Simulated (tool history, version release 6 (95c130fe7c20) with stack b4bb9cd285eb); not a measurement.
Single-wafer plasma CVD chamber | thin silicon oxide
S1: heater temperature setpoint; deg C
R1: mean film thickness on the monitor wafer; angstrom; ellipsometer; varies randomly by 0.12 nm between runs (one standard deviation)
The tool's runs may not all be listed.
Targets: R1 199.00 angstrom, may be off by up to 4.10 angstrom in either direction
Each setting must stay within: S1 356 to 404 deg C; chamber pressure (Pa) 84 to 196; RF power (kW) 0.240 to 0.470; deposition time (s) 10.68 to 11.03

{"run": 1, "day": 0.0, "S1": 380, "chamber pressure (Pa)": 140, "RF power (kW)": 0.355, "deposition time (s)": 10.68, "R1": 285.23}
{"run": 2, "day": 0.142, "S1": 380, "chamber pressure (Pa)": 129, "RF power (kW)": 0.34, "deposition time (s)": 10.68, "R1": 262.61}
{"run": 3, "day": 0.367, "S1": 390, "chamber pressure (Pa)": 129, "RF power (kW)": 0.34, "deposition time (s)": 10.68, "R1": 258.63}
{"run": 4, "day": 0.483, "S1": 397, "chamber pressure (Pa)": 129, "RF power (kW)": 0.34, "deposition time (s)": 10.68, "R1": 259.65}
{"run": 5, "day": 0.704, "S1": 397, "chamber pressure (Pa)": 121, "RF power (kW)": 0.335, "deposition time (s)": 10.68, "R1": 238.32}
{"run": 6, "day": 0.733, "S1": 397, "chamber pressure (Pa)": 117, "RF power (kW)": 0.335, "deposition time (s)": 10.68, "R1": 231.42}
{"run": 7, "day": 0.962, "S1": 397, "chamber pressure (Pa)": 113, "RF power (kW)": 0.335, "deposition time (s)": 10.68, "R1": 223.19}
{"run": 8, "day": 1.183, "S1": 397, "chamber pressure (Pa)": 113, "RF power (kW)": 0.335, "deposition time (s)": 10.68, "R1": 224.0}
{"run": 9, "day": 1.496, "S1": 397, "chamber pressure (Pa)": 111, "RF power (kW)": 0.335, "deposition time (s)": 10.68, "R1": 218.93}
{"run": 10, "day": 1.671, "S1": 397, "chamber pressure (Pa)": 108, "RF power (kW)": 0.335, "deposition time (s)": 10.68, "R1": 211.88}
{"run": 11, "day": 1.917, "S1": 397, "chamber pressure (Pa)": 107, "RF power (kW)": 0.335, "deposition time (s)": 10.68, "R1": 207.86}
{"run": 12, "day": 2.15, "S1": 397, "chamber pressure (Pa)": 105, "RF power (kW)": 0.335, "deposition time (s)": 10.68, "R1": 204.85}

Of the 4 settings listed for the next run, only one would bring every result within its allowed miss of target. Which one?
{"run": "A", "day": 2.383, "S1": 398, "chamber pressure (Pa)": 113, "RF power (kW)": 0.28, "deposition time (s)": 10.89, "R1": "?"}
{"run": "B", "day": 2.383, "S1": 397, "chamber pressure (Pa)": 103, "RF power (kW)": 0.31, "deposition time (s)": 10.68, "R1": "?"}
{"run": "C", "day": 2.383, "S1": 398, "chamber pressure (Pa)": 101, "RF power (kW)": 0.335, "deposition time (s)": 10.9, "R1": "?"}
{"run": "D", "day": 2.383, "S1": 393, "chamber pressure (Pa)": 109, "RF power (kW)": 0.325, "deposition time (s)": 11.03, "R1": "?"}

move=A R1=207.16
move=B R1=190.70
move=C R1=198.72
move=D R1=218.62
A: the biggest miss grows against the last run
B: the result that was furthest off in the last run now lies on the other side of its target
C: meets every target
D: the biggest miss grows against the last run
The right move is C.
